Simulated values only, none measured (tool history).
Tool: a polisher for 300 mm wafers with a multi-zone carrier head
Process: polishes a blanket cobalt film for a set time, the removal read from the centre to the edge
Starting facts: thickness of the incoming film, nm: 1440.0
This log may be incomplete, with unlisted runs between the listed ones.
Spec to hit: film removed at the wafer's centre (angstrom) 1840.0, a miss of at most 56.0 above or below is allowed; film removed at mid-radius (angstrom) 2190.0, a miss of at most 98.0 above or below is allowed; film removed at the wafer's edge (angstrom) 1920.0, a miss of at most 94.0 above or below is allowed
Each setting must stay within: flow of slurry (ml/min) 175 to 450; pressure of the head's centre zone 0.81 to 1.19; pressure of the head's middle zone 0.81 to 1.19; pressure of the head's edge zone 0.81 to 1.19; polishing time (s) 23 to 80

run	day	flow of slurry (ml/min)	pressure of the head's centre zone	pressure of the head's middle zone	pressure of the head's edge zone	polishing time (s)	film removed at the wafer's centre (angstrom)	film removed at mid-radius (angstrom)	film removed at the wafer's edge (angstrom)
1	0.000	290	1.00	1.00	1.00	51	1599.5	1660.7	1672.4
2	0.329	290	1.00	0.93	1.00	51	1645.0	1614.5	1649.6
3	0.479	290	1.00	0.93	1.08	51	1634.1	1569.3	1751.0
4	0.558	295	1.00	0.97	1.06	52	1674.7	1660.0	1788.3
5	0.600	295	1.00	1.03	1.06	52	1651.9	1768.2	1822.9
6	0.767	295	1.00	1.03	1.00	52	1664.7	1734.8	1716.1
7	1.008	330	1.03	1.13	1.06	56	1848.8	2081.7	1937.4
8	1.054	330	1.03	1.14	1.06	56	1837.3	2065.4	1936.4
9	1.412	330	1.03	1.15	1.05	56	1852.2	2143.6	1944.2

Of the 5 settings listed for the next run, only one would bring every result within its allowed miss of target. Which one?
A	1.771	325	1.00	1.08	1.09	56	?	?	?
B	1.771	330	1.04	1.12	1.07	55	?	?	?
C	1.771	335	0.98	1.13	1.18	59	?	?	?
D	1.771	335	0.95	1.02	1.11	59	?	?	?
E	1.771	330	1.01	1.19	1.04	56	?	?	?

move	film removed at the wafer's centre (angstrom)	film removed at mid-radius (angstrom)	film removed at the wafer's edge (angstrom)
A	1826.0	1978.9	1982.4
B	1869.0	2007.4	1930.0
C	1891.2	2173.1	2178.5
D	1831.5	1991.8	2114.0
E	1848.5	2154.0	1935.8
A: the biggest miss grows against the last run
B: the biggest miss grows against the last run
C: puts the biggest miss on target and leaves a different result outside tolerance
D: the biggest miss grows against the last run
E: each result inside its tolerance
E meets every target.
